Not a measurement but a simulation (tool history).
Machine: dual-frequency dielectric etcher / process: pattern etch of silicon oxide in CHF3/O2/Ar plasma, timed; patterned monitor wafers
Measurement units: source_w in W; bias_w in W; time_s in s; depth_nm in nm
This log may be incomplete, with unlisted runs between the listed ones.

{"run": 1, "hour": 0.0, "source_w": 540, "bias_w": 220, "time_s": 248.5, "depth_nm": 519.72}
{"run": 2, "hour": 6.0, "source_w": 540, "bias_w": 220, "time_s": 248.5, "depth_nm": 524.53}
{"run": 3, "hour": 8.7, "source_w": 540, "bias_w": 220, "time_s": 248.5, "depth_nm": 523.09}
{"run": 4, "hour": 13.1, "source_w": 540, "bias_w": 220, "time_s": 248.5, "depth_nm": 526.01}
{"run": 5, "hour": 15.1, "source_w": 540, "bias_w": 183, "time_s": 248.5, "depth_nm": 481.7}
{"run": 6, "hour": 18.6, "source_w": 540, "bias_w": 183, "time_s": 228.5, "depth_nm": 441.86}

Estimate the outcome of run 7 from the log above:
{"run": 7, "hour": 21.0, "source_w": 560, "bias_w": 190, "time_s": 229.0, "depth_nm": "?"}

depth_nm: 459.25 nm

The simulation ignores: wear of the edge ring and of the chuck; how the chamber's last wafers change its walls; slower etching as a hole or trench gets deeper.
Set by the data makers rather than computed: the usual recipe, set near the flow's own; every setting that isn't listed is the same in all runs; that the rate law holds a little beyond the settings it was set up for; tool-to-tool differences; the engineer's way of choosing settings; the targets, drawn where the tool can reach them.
